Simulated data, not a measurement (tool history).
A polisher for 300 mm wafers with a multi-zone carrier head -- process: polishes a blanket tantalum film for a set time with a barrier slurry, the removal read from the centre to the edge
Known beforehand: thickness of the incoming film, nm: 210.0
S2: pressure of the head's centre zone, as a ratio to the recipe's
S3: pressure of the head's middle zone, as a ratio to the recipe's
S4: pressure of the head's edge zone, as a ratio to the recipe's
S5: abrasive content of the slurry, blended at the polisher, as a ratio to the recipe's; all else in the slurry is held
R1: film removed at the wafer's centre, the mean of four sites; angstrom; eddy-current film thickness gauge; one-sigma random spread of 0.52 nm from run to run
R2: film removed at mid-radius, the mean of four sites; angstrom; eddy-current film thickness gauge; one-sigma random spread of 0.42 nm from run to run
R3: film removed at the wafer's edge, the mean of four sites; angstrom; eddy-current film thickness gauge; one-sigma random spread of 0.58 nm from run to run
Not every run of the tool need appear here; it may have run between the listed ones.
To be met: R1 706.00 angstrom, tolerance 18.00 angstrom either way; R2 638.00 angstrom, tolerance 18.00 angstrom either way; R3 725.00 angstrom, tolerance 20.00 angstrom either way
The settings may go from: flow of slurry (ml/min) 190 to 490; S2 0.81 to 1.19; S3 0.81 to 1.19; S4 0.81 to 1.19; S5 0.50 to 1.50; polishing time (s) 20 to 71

{"run": 1, "hour": 0.0, "flow of slurry (ml/min)": 315, "S2": 1.0, "S3": 1.0, "S4": 1.0, "S5": 1.0, "polishing time (s)": 45, "R1": 523.8, "R2": 512.41, "R3": 515.42}
{"run": 2, "hour": 8.6, "flow of slurry (ml/min)": 315, "S2": 1.01, "S3": 0.99, "S4": 1.02, "S5": 1.05, "polishing time (s)": 46, "R1": 551.75, "R2": 532.92, "R3": 541.85}
{"run": 3, "hour": 10.0, "flow of slurry (ml/min)": 315, "S2": 1.01, "S3": 0.98, "S4": 1.04, "S5": 1.1, "polishing time (s)": 46, "R1": 545.3, "R2": 523.25, "R3": 544.49}
{"run": 4, "hour": 12.9, "flow of slurry (ml/min)": 315, "S2": 1.01, "S3": 0.9, "S4": 1.04, "S5": 1.1, "polishing time (s)": 46, "R1": 557.4, "R2": 491.59, "R3": 546.71}
{"run": 5, "hour": 14.7, "flow of slurry (ml/min)": 315, "S2": 1.01, "S3": 0.9, "S4": 1.0, "S5": 1.1, "polishing time (s)": 46, "R1": 544.66, "R2": 499.16, "R3": 536.87}
{"run": 6, "hour": 18.4, "flow of slurry (ml/min)": 315, "S2": 1.01, "S3": 0.91, "S4": 1.02, "S5": 1.15, "polishing time (s)": 47, "R1": 572.68, "R2": 518.04, "R3": 556.36}
{"run": 7, "hour": 26.6, "flow of slurry (ml/min)": 315, "S2": 1.01, "S3": 0.91, "S4": 1.04, "S5": 1.2, "polishing time (s)": 48, "R1": 587.91, "R2": 527.32, "R3": 587.03}
{"run": 8, "hour": 32.6, "flow of slurry (ml/min)": 320, "S2": 1.02, "S3": 0.93, "S4": 1.06, "S5": 1.25, "polishing time (s)": 48, "R1": 602.2, "R2": 543.11, "R3": 601.45}
{"run": 9, "hour": 38.8, "flow of slurry (ml/min)": 355, "S2": 1.06, "S3": 0.99, "S4": 1.16, "S5": 1.5, "polishing time (s)": 51, "R1": 701.1, "R2": 635.99, "R3": 679.55}

Pick the move, out of 4, that brings all results within their allowed miss; only one does.
{"run": "A", "hour": 45.0, "flow of slurry (ml/min)": 355, "S2": 1.06, "S3": 1.04, "S4": 1.15, "S5": 1.5, "polishing time (s)": 49, "R1": "?", "R2": "?", "R3": "?"}
{"run": "B", "hour": 45.0, "flow of slurry (ml/min)": 345, "S2": 1.02, "S3": 0.9, "S4": 1.19, "S5": 1.4, "polishing time (s)": 53, "R1": "?", "R2": "?", "R3": "?"}
{"run": "C", "hour": 45.0, "flow of slurry (ml/min)": 250, "S2": 1.04, "S3": 0.94, "S4": 1.19, "S5": 1.5, "polishing time (s)": 55, "R1": "?", "R2": "?", "R3": "?"}
{"run": "D", "hour": 45.0, "flow of slurry (ml/min)": 330, "S2": 1.16, "S3": 1.05, "S4": 1.14, "S5": 1.35, "polishing time (s)": 49, "R1": "?", "R2": "?", "R3": "?"}

move=A R1=668.41 R2=643.94 R3=651.62
move=B R1=683.37 R2=611.48 R3=704.35
move=C R1=704.91 R2=642.03 R3=720.80
move=D R1=711.20 R2=630.58 R3=632.33
A: further off than the last run
B: an improvement on the last run, though not all results are within tolerance
C: every result within its allowed miss
D: further off than the last run
C is the move that brings every result within its allowed miss.

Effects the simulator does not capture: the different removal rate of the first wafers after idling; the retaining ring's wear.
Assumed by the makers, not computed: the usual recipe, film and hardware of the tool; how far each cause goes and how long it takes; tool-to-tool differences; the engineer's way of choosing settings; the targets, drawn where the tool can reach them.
